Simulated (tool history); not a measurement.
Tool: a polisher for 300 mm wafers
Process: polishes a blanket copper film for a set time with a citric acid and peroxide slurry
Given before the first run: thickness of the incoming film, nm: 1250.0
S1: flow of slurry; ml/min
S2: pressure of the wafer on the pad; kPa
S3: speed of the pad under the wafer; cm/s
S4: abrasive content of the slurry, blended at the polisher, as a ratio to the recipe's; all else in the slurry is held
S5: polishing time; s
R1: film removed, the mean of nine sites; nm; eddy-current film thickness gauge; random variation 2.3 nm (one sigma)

run  hour   S1    S2  S3   S4  S5      R1
  1   0.0  250  20.0  76  1.0  90  125.33
  2   2.2  250  20.0  76  1.0  90  126.55
  3   3.7  250  17.2  76  1.0  90  113.30
  4   9.4  250  20.7  78  1.0  90  132.13
  5  11.9  250  20.7  78  1.0  95  140.98
  6  15.4  250  20.7  78  1.1  95  142.34
  7  22.2  255  26.2  80  1.1  95  178.27
  8  26.0  255  27.6  80  1.1  95  180.32
  9  30.4  255  28.3  82  1.1  95  190.07
 10  30.9  255  29.0  82  1.1  95  193.70

What will run 11 give?
 11  38.8  255  29.6  82  1.1  95   ?

Run 11 measured R1 198.03 nm.

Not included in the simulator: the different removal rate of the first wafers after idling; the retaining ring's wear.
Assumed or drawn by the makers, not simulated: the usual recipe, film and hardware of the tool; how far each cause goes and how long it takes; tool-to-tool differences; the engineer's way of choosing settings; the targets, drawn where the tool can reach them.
